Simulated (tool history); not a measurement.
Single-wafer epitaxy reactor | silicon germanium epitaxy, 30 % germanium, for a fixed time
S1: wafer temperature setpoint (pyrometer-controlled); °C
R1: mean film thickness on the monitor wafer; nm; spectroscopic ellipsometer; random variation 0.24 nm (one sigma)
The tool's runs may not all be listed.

run 1 hour=0.0 | S1=620 chamber_pressure_(mTorr)=23000 | R1=80.183
run 2 hour=6.3 | S1=620 chamber_pressure_(mTorr)=25100 | R1=82.754
run 3 hour=7.6 | S1=617 chamber_pressure_(mTorr)=24900 | R1=78.789
run 4 hour=14.1 | S1=615 chamber_pressure_(mTorr)=24800 | R1=76.428
run 5 hour=19.4 | S1=615 chamber_pressure_(mTorr)=26500 | R1=78.900
run 6 hour=23.6 | S1=615 chamber_pressure_(mTorr)=24200 | R1=75.758
run 7 hour=24.3 | S1=613 chamber_pressure_(mTorr)=24100 | R1=73.410

The next listed run, before its measurement:
run 8 hour=25.5 | S1=612 chamber_pressure_(mTorr)=24000 | R1=?

{"run 8": {"R1": 71.709}}

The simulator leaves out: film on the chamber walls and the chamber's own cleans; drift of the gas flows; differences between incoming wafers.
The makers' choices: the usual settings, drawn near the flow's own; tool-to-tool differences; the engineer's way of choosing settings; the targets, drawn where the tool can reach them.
